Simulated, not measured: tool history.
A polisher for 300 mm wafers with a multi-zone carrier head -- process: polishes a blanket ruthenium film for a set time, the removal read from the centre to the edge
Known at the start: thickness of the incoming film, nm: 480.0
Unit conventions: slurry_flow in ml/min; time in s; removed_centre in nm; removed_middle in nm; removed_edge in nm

run 1 day=0 | slurry_flow=165 centre_zone=1 middle_zone=1 edge_zone=1 time=89 | removed_centre=66.789 removed_middle=65.448 removed_edge=67.414
run 2 day=0.212 | slurry_flow=160 centre_zone=1 middle_zone=0.99 edge_zone=0.98 time=89 | removed_centre=66.215 removed_middle=64.895 removed_edge=66.167
run 3 day=0.3 | slurry_flow=160 centre_zone=1 middle_zone=0.99 edge_zone=1.03 time=89 | removed_centre=66.444 removed_middle=64.953 removed_edge=67.072
run 4 day=0.329 | slurry_flow=160 centre_zone=1 middle_zone=0.99 edge_zone=1.03 time=105 | removed_centre=77.478 removed_middle=76.925 removed_edge=80.036
run 5 day=0.429 | slurry_flow=160 centre_zone=1.04 middle_zone=0.99 edge_zone=1.03 time=105 | removed_centre=80.57 removed_middle=77.397 removed_edge=80.692
run 6 day=0.8 | slurry_flow=160 centre_zone=1.03 middle_zone=0.98 edge_zone=1.01 time=102 | removed_centre=76.628 removed_middle=73.634 removed_edge=77.051
run 7 day=1.1 | slurry_flow=155 centre_zone=1.03 middle_zone=0.98 edge_zone=0.99 time=100 | removed_centre=75.986 removed_middle=73.213 removed_edge=73.488
run 8 day=1.171 | slurry_flow=150 centre_zone=1.02 middle_zone=0.96 edge_zone=0.98 time=99 | removed_centre=73.887 removed_middle=69.857 removed_edge=72.355
run 9 day=1.421 | slurry_flow=145 centre_zone=1.01 middle_zone=0.95 edge_zone=0.96 time=98 | removed_centre=72.008 removed_middle=68.705 removed_edge=71.182
run 10 day=1.667 | slurry_flow=140 centre_zone=1 middle_zone=0.94 edge_zone=0.95 time=97 | removed_centre=70.744 removed_middle=66.995 removed_edge=71.128
-- day=1.8 slurry nozzle cleaned
run 11 day=1.8 | slurry_flow=140 centre_zone=1 middle_zone=0.94 edge_zone=0.94 time=95 | removed_centre=71.415 removed_middle=65.653 removed_edge=69.317
run 12 day=2.042 | slurry_flow=115 centre_zone=0.9 middle_zone=0.92 edge_zone=0.84 time=87 | removed_centre=56.725 removed_middle=58.109 removed_edge=58.869

Predict the results of run 13:
run 13 day=2.108 | slurry_flow=120 centre_zone=0.91 middle_zone=0.92 edge_zone=0.84 time=87 | removed_centre=? removed_middle=? removed_edge=?

removed_centre: 57.344 nm
removed_middle: 58.058 nm
removed_edge: 59.724 nm
